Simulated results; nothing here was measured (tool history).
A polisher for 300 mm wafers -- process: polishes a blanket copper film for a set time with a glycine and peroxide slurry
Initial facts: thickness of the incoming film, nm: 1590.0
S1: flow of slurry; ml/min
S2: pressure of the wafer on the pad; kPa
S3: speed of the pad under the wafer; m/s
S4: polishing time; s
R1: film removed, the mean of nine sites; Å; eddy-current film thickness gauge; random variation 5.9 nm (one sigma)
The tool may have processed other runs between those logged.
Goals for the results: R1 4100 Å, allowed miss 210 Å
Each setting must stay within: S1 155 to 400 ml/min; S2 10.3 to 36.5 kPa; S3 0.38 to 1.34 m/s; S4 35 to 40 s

run    day   S1    S2    S3  S4      R1
  1      0  255  23.4  0.86  40  2329.7
  2  0.096  315  23.4  0.86  40    2308
  3  0.308  315  24.8  0.88  40  2513.3
  4  0.583  315  24.8  0.78  40    2312
  5  0.783  315  22.1  0.78  40  2098.7
  6  1.075  275  22.1  0.78  40    2073
  7  1.233  275  23.4   0.8  40  2203.9
  8  1.283  275  24.8  0.82  40  2373.8
  9  1.362  275  24.8  0.82  40  2361.3
 10  1.667  275  26.2  0.84  40  2431.5
 11  1.888  275  27.6  0.88  40  2736.5
 12  1.929  275  34.5  0.94  40  3578.1
 13  2.192  275  35.9  0.98  40  3826.9

Below are 5 possible settings for the next run. Only one of them brings all results inside the allowed miss of their targets. Which is it?
  A  2.454  315  32.4  1.16  35   ?
  B  2.454  260  36.5  0.98  39   ?
  C  2.454  270  36.5   1.2  40   ?
  D  2.454  370  35.9  0.96  38   ?
  E  2.454  280  35.9  1.04  40   ?

move      R1
   A  3511.9
   B  3631.5
   C    4505
   D  3599.3
   E  3912.2
A: lands further from the targets than the last run did
B: lands further from the targets than the last run did
C: pushes the last run's worst result past its target
D: lands further from the targets than the last run did
E: in spec on every target
Answer: E
